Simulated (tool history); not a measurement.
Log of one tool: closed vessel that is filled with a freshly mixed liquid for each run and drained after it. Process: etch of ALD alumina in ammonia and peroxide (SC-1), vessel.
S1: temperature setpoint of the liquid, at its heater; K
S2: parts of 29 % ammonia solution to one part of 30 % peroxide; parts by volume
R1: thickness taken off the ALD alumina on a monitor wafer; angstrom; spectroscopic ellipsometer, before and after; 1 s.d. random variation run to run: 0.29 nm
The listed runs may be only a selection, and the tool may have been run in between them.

{"run": 1, "day": 0.0, "S1": 332.15, "S2": 0.75, "time in the liquid (s)": 655, "R1": 517.08}
{"run": 2, "day": 0.279, "S1": 330.15, "S2": 0.75, "time in the liquid (s)": 655, "R1": 470}
{"run": 3, "day": 0.583, "S1": 335.15, "S2": 0.75, "time in the liquid (s)": 655, "R1": 609.08}
{"run": 4, "day": 0.667, "S1": 332.15, "S2": 0.75, "time in the liquid (s)": 655, "R1": 520.55}
{"run": 5, "day": 0.796, "S1": 335.15, "S2": 0.75, "time in the liquid (s)": 655, "R1": 600.35}
{"run": 6, "day": 1.029, "S1": 335.15, "S2": 0.95, "time in the liquid (s)": 655, "R1": 607.78}
{"run": 7, "day": 1.167, "S1": 332.15, "S2": 0.95, "time in the liquid (s)": 655, "R1": 526.3}
{"run": 8, "day": 1.196, "S1": 329.65, "S2": 0.95, "time in the liquid (s)": 655, "R1": 457.99}

Run 9 comes next. What will it give?
{"run": 9, "day": 1.221, "S1": 322.15, "S2": 0.95, "time in the liquid (s)": 655, "R1": "?"}

{"run 9": {"R1": 312.79}}
